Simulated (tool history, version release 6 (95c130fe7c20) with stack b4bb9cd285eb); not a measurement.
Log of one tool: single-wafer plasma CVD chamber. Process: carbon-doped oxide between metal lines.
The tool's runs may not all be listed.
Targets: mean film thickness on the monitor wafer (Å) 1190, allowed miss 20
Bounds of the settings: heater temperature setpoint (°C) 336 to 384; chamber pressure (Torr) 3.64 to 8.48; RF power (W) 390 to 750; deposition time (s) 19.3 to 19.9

| run | hour | heater temperature setpoint (°C) | chamber pressure (Torr) | RF power (W) | deposition time (s) | mean film thickness on the monitor wafer (Å) |
|---|---|---|---|---|---|---|
| 1 | 0 | 360 | 6.06 | 570 | 19.3 | 1078.1 |
| 2 | 1.2 | 360 | 6.89 | 570 | 19.3 | 1074.3 |
| 3 | 3.4 | 358 | 6.89 | 580 | 19.3 | 1091.4 |
| 4 | 7.5 | 358 | 6.89 | 580 | 19.9 | 1130.3 |
| 5 | 8.2 | 358 | 6.89 | 505 | 19.9 | 1039.9 |
| 6 | 16.6 | 358 | 6.89 | 505 | 19.9 | 1042 |
| 7 | 18.1 | 357 | 6.9 | 520 | 19.9 | 1070.5 |
| 8 | 24.2 | 355 | 6.9 | 525 | 19.9 | 1067.1 |
| 9 | 31.1 | 355 | 6.91 | 540 | 19.9 | 1089.4 |

4 next moves are on the table. One of them brings every result within its allowed miss. Which?
| A | 38 | 360 | 7.8 | 475 | 19.3 | ? |
| B | 38 | 348 | 7.09 | 545 | 19.9 | ? |
| C | 38 | 346 | 8.47 | 420 | 19.3 | ? |
| D | 38 | 350 | 7.04 | 610 | 19.9 | ? |

| move | mean film thickness on the monitor wafer (Å) |
|---|---|
| A | 973.21 |
| B | 1113.2 |
| C | 933.4 |
| D | 1181.3 |
A: further off than the last run
B: nearer than the last run, and not there yet
C: further off than the last run
D: meets every target
Move D is the one to make.
